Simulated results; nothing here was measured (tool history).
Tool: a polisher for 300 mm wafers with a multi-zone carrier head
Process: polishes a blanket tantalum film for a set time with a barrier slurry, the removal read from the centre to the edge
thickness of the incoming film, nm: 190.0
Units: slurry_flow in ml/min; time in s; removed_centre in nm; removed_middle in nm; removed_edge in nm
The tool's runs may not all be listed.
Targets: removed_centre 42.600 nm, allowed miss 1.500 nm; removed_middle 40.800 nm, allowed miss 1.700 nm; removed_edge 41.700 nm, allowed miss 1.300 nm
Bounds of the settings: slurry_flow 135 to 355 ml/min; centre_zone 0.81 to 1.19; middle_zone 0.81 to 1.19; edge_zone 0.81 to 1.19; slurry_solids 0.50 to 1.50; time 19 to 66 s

run,day,slurry_flow,centre_zone,middle_zone,edge_zone,slurry_solids,time,removed_centre,removed_middle,removed_edge
1,0.000,225,1.00,1.00,1.00,1.00,42,71.315,72.394,70.804
2,0.217,225,1.00,1.00,1.00,1.00,31,52.424,54.637,52.475
3,0.562,225,0.97,1.00,1.00,1.00,31,51.081,53.352,53.215
4,0.621,225,0.97,1.00,1.00,1.00,22,36.957,37.850,37.581
5,0.750,225,0.97,1.00,1.00,1.00,19,30.892,32.930,32.575
6,0.975,225,0.97,1.03,1.00,1.00,19,31.495,33.962,32.619
7,1.158,240,1.00,1.02,1.04,1.15,19,33.766,35.011,34.657
8,1.238,270,1.10,1.05,1.14,1.40,21,45.047,42.800,41.552

Which of these 5 next moves meets every target?
A,1.317,280,1.11,1.13,1.18,1.25,21,?,?,?
B,1.317,240,1.08,1.03,1.19,1.40,21,?,?,?
C,1.317,220,1.00,1.09,1.18,1.35,22,?,?,?
D,1.317,295,1.14,1.12,1.12,1.45,21,?,?,?
E,1.317,270,1.06,1.16,1.14,1.50,20,?,?,?

move,removed_centre,removed_middle,removed_edge
A,43.672,43.657,41.437
B,42.785,40.741,42.220
C,40.585,43.886,43.281
D,46.819,45.187,42.376
E,41.323,44.284,40.600
A: brings the result that was furthest off to its target, and leaves another outside
B: meets every target
C: takes the result that was furthest off past its target
D: further off than the last run
E: brings the result that was furthest off to its target, and leaves another outside
Move B is the one to make.
